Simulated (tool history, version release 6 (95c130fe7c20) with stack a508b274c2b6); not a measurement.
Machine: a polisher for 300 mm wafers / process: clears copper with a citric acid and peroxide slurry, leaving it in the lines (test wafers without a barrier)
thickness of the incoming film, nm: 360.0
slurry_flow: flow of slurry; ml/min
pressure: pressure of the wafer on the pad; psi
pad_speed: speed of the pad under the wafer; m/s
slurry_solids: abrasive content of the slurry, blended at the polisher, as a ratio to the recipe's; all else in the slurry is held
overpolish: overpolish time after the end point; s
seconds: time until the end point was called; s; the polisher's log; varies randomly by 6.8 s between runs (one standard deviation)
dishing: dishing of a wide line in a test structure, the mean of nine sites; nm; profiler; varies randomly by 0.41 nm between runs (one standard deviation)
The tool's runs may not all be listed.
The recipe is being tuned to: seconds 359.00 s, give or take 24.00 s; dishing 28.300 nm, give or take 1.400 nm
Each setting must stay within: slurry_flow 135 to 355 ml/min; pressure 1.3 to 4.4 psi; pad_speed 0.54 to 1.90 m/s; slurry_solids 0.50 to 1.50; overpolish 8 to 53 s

Run 1, hour 0.0: slurry_flow 225 ml/min, pressure 2.8 psi, pad_speed 1.22 m/s, slurry_solids 1.00, overpolish 27 s. Result: seconds 141.61 s, dishing 38.530 nm.
Run 2, hour 7.9: slurry_flow 190 ml/min, pressure 2.8 psi, pad_speed 1.22 m/s, slurry_solids 1.00, overpolish 27 s. Result: seconds 152.83 s, dishing 38.333 nm.
Run 3, hour 10.2: slurry_flow 190 ml/min, pressure 2.8 psi, pad_speed 1.22 m/s, slurry_solids 0.90, overpolish 27 s. Result: seconds 153.68 s, dishing 37.554 nm.
Run 4, hour 14.2: slurry_flow 185 ml/min, pressure 2.4 psi, pad_speed 1.12 m/s, slurry_solids 0.90, overpolish 31 s. Result: seconds 188.36 s, dishing 34.260 nm.
Run 5, hour 18.8: slurry_flow 185 ml/min, pressure 2.4 psi, pad_speed 1.12 m/s, slurry_solids 1.05, overpolish 31 s. Result: seconds 185.47 s, dishing 36.535 nm.
Run 6, hour 21.8: slurry_flow 180 ml/min, pressure 2.1 psi, pad_speed 1.02 m/s, slurry_solids 1.10, overpolish 33 s. Result: seconds 226.63 s, dishing 31.648 nm.
At hour 30.7: worn pad replaced by a new one.
Run 7, hour 30.7: slurry_flow 175 ml/min, pressure 1.9 psi, pad_speed 0.96 m/s, slurry_solids 1.10, overpolish 36 s. Result: seconds 253.73 s, dishing 31.336 nm.
Run 8, hour 31.8: slurry_flow 175 ml/min, pressure 1.7 psi, pad_speed 0.92 m/s, slurry_solids 1.10, overpolish 38 s. Result: seconds 278.92 s, dishing 29.738 nm.
Run 9, hour 38.7: slurry_flow 175 ml/min, pressure 1.6 psi, pad_speed 0.88 m/s, slurry_solids 1.10, overpolish 40 s. Result: seconds 310.71 s, dishing 27.725 nm.

5 next moves are on the table. One of them brings every result within its allowed miss. Which?
Run A, hour 45.6: slurry_flow 205 ml/min, pressure 1.5 psi, pad_speed 0.70 m/s, slurry_solids 1.05, overpolish 50 s. Result: seconds ?, dishing ?.
Run B, hour 45.6: slurry_flow 160 ml/min, pressure 2.5 psi, pad_speed 0.74 m/s, slurry_solids 1.05, overpolish 29 s. Result: seconds ?, dishing ?.
Run C, hour 45.6: slurry_flow 170 ml/min, pressure 1.4 psi, pad_speed 1.18 m/s, slurry_solids 1.05, overpolish 38 s. Result: seconds ?, dishing ?.
Run D, hour 45.6: slurry_flow 225 ml/min, pressure 1.5 psi, pad_speed 1.08 m/s, slurry_solids 1.00, overpolish 35 s. Result: seconds ?, dishing ?.
Run E, hour 45.6: slurry_flow 195 ml/min, pressure 1.4 psi, pad_speed 0.84 m/s, slurry_solids 1.10, overpolish 47 s. Result: seconds ?, dishing ?.

move  seconds  dishing
   A   399.44   27.383
   B   245.28   27.175
   C   273.29   29.328
   D   269.59   28.063
   E   360.20   28.041
A: takes the result that was furthest off past its target
B: further off than the last run
C: further off than the last run
D: further off than the last run
E: every result within its allowed miss
So the answer is move E, the one that meets all the targets.
